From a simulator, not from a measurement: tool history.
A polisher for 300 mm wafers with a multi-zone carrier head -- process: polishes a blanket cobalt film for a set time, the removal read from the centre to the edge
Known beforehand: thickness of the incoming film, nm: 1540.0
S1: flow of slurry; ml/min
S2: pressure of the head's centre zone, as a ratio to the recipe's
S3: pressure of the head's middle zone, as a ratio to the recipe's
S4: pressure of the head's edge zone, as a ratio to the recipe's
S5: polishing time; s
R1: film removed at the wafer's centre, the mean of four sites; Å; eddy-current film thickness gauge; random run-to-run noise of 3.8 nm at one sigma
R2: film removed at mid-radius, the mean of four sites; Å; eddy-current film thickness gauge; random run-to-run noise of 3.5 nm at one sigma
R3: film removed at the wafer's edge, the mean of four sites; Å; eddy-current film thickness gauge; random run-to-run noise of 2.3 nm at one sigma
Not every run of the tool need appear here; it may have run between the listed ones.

Run 1, day 0.000: S1 300 ml/min, S2 1.00, S3 1.00, S4 1.00, S5 53 s. Result: R1 2114.5 Å, R2 2144.6 Å, R3 2135.5 Å.
Run 2, day 0.217: S1 300 ml/min, S2 1.00, S3 1.00, S4 1.00, S5 47 s. Result: R1 1906.6 Å, R2 1917.5 Å, R3 1922.8 Å.
Run 3, day 0.246: S1 300 ml/min, S2 1.00, S3 1.00, S4 1.00, S5 41 s. Result: R1 1686.8 Å, R2 1688.5 Å, R3 1649.1 Å.
Run 4, day 0.400: S1 300 ml/min, S2 1.00, S3 1.00, S4 1.00, S5 34 s. Result: R1 1355.9 Å, R2 1387.4 Å, R3 1384.5 Å.
Run 5, day 0.708: S1 260 ml/min, S2 1.00, S3 1.00, S4 1.00, S5 34 s. Result: R1 1323.7 Å, R2 1396.5 Å, R3 1347.1 Å.
Run 6, day 0.879: S1 290 ml/min, S2 1.02, S3 1.04, S4 1.03, S5 41 s. Result: R1 1658.4 Å, R2 1726.9 Å, R3 1684.9 Å.

What does the tool deliver on the next run?
Run 7, day 1.171: S1 290 ml/min, S2 1.02, S3 1.04, S4 1.03, S5 41 s. Result: R1 ?, R2 ?, R3 ?.

R1: 1677.7 Å
R2: 1704.5 Å
R3: 1671.5 Å

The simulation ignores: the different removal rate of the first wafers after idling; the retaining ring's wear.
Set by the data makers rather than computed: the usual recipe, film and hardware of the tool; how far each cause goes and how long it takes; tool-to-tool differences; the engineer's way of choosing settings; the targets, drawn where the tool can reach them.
